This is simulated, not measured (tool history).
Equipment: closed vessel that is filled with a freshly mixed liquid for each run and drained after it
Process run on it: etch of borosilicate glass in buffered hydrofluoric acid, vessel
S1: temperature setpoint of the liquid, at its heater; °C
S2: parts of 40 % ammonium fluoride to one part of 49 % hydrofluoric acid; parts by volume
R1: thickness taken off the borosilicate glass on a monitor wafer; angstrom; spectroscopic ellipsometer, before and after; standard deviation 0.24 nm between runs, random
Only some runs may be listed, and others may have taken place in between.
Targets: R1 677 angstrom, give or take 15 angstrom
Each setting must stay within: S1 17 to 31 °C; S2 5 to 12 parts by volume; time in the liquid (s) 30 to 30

run 1 day=0 | S1=23 S2=7 time_in_the_liquid_(s)=30 | R1=483.49
run 2 day=0.225 | S1=25 S2=7 time_in_the_liquid_(s)=30 | R1=538.52
run 3 day=0.471 | S1=23 S2=7 time_in_the_liquid_(s)=30 | R1=484.88
run 4 day=0.833 | S1=23 S2=7 time_in_the_liquid_(s)=30 | R1=482.21
run 5 day=1.183 | S1=21.5 S2=7 time_in_the_liquid_(s)=30 | R1=446.09
run 6 day=1.533 | S1=21.5 S2=8 time_in_the_liquid_(s)=30 | R1=385.59
run 7 day=1.683 | S1=25.5 S2=7.5 time_in_the_liquid_(s)=30 | R1=510.33
run 8 day=2.025 | S1=25.5 S2=7.5 time_in_the_liquid_(s)=30 | R1=508.98
run 9 day=2.129 | S1=27.5 S2=7.5 time_in_the_liquid_(s)=30 | R1=568.54
run 10 day=2.425 | S1=28.5 S2=7.5 time_in_the_liquid_(s)=30 | R1=601.25
run 11 day=2.504 | S1=29 S2=7.5 time_in_the_liquid_(s)=30 | R1=613.68
run 12 day=2.771 | S1=29.5 S2=7.5 time_in_the_liquid_(s)=30 | R1=629.96
run 13 day=2.929 | S1=30 S2=7.5 time_in_the_liquid_(s)=30 | R1=648.29

Exactly one of the 4 candidate moves below puts every result within its allowed miss. Which one?
run A day=3.088 | S1=29.5 S2=7 time_in_the_liquid_(s)=30 | R1=?
run B day=3.088 | S1=27 S2=6.5 time_in_the_liquid_(s)=30 | R1=?
run C day=3.088 | S1=30.5 S2=7 time_in_the_liquid_(s)=30 | R1=?
run D day=3.088 | S1=25.5 S2=6 time_in_the_liquid_(s)=30 | R1=?

move=A R1=681.16
move=B R1=646.71
move=C R1=717.09
move=D R1=642.11
A: every result within its allowed miss
B: lands further from the targets than the last run did
C: moves the result that the last run missed by most past its target, out the other side
D: lands further from the targets than the last run did
Correct choice: A, which meets every target

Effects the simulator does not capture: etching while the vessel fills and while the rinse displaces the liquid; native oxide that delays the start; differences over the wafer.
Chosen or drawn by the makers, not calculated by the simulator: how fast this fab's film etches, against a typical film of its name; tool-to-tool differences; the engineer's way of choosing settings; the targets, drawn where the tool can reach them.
